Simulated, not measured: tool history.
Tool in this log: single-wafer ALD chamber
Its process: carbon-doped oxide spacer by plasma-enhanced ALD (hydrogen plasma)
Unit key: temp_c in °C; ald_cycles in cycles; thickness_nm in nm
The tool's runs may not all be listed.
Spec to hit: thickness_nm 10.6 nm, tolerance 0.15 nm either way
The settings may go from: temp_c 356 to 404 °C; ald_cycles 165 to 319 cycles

| run | day | temp_c | ald_cycles | thickness_nm |
|---|---|---|---|---|
| 1 | 0 | 380 | 242 | 12.165 |
| 2 | 0.196 | 380 | 266 | 13.423 |
| 3 | 0.392 | 380 | 283 | 14.176 |
| 4 | 0.675 | 380 | 297 | 15.06 |
| 5 | 0.867 | 370 | 297 | 14.903 |
| 6 | 1.042 | 370 | 309 | 15.563 |
| 7 | 1.346 | 369 | 274 | 13.718 |
| 8 | 1.483 | 369 | 250 | 12.525 |

Next run, 5 choices. One meets every target within its allowed miss, the rest don't. Which?
| A | 1.621 | 364 | 219 | ? |
| B | 1.621 | 365 | 220 | ? |
| C | 1.621 | 373 | 268 | ? |
| D | 1.621 | 367 | 211 | ? |
| E | 1.621 | 368 | 221 | ? |

| move | thickness_nm |
|---|---|
| A | 10.989 |
| B | 11.04 |
| C | 13.448 |
| D | 10.588 |
| E | 11.09 |
A: moves toward the targets from the last run without getting all of them in spec
B: moves toward the targets from the last run without getting all of them in spec
C: further off than the last run
D: each result inside its tolerance
E: moves toward the targets from the last run without getting all of them in spec
So the answer is move D, the one that meets all the targets.

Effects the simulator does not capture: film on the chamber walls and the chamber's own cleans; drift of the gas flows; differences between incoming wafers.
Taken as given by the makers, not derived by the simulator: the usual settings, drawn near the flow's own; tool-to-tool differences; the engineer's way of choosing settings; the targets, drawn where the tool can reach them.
